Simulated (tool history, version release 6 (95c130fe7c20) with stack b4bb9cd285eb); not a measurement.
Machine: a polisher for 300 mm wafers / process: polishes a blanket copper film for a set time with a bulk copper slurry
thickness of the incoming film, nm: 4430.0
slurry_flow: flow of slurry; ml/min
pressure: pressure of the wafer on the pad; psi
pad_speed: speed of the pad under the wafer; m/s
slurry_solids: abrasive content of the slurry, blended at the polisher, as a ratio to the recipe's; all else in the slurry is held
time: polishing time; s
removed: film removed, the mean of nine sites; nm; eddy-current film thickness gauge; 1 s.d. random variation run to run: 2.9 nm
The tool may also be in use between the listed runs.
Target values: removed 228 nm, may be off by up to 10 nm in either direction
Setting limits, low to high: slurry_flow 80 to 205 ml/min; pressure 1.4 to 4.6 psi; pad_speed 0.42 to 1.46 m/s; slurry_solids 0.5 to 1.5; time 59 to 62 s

| run | hour | slurry_flow | pressure | pad_speed | slurry_solids | time | removed |
|---|---|---|---|---|---|---|---|
| 1 | 0 | 135 | 3 | 0.94 | 1 | 59 | 468.5 |
| 2 | 2.7 | 135 | 3 | 0.94 | 0.9 | 59 | 470.99 |
| 3 | 9.5 | 135 | 3 | 0.94 | 0.9 | 59 | 466.09 |
| 4 | 16 | 135 | 3 | 0.94 | 0.9 | 62 | 490.83 |
| 5 | 17.6 | 135 | 2.8 | 0.92 | 0.9 | 62 | 460.73 |
| 6 | 23.1 | 135 | 2.6 | 0.88 | 0.9 | 62 | 417.64 |
| 7 | 30.5 | 135 | 2.4 | 0.84 | 0.9 | 62 | 386.21 |
| 8 | 38.8 | 135 | 2.3 | 0.8 | 0.9 | 62 | 360.53 |
| 9 | 44.8 | 135 | 2.2 | 0.78 | 0.9 | 62 | 348.33 |
| 10 | 46.9 | 135 | 2.1 | 0.76 | 0.9 | 62 | 323.52 |
| 11 | 52.4 | 135 | 2 | 0.74 | 0.9 | 62 | 305.99 |
| 12 | 54.6 | 135 | 1.9 | 0.72 | 0.9 | 62 | 281.13 |

Below are 5 possible settings for the next run. Only one of them brings all results inside the allowed miss of their targets. Which is it?
| A | 56.8 | 145 | 1.4 | 0.66 | 0.95 | 60 | ? |
| B | 56.8 | 145 | 1.4 | 0.78 | 0.95 | 59 | ? |
| C | 56.8 | 115 | 1.6 | 0.78 | 0.8 | 59 | ? |
| D | 56.8 | 130 | 2.6 | 0.82 | 0.65 | 62 | ? |
| E | 56.8 | 150 | 2.1 | 0.78 | 0.9 | 61 | ? |

| move | removed |
|---|---|
| A | 233.16 |
| B | 269.2 |
| C | 265.76 |
| D | 381.5 |
| E | 339.69 |
A: meets every target
B: gains on the last run, yet a result remains outside its allowed miss
C: gains on the last run, yet a result remains outside its allowed miss
D: the biggest miss grows against the last run
E: the biggest miss grows against the last run
The right move is A.
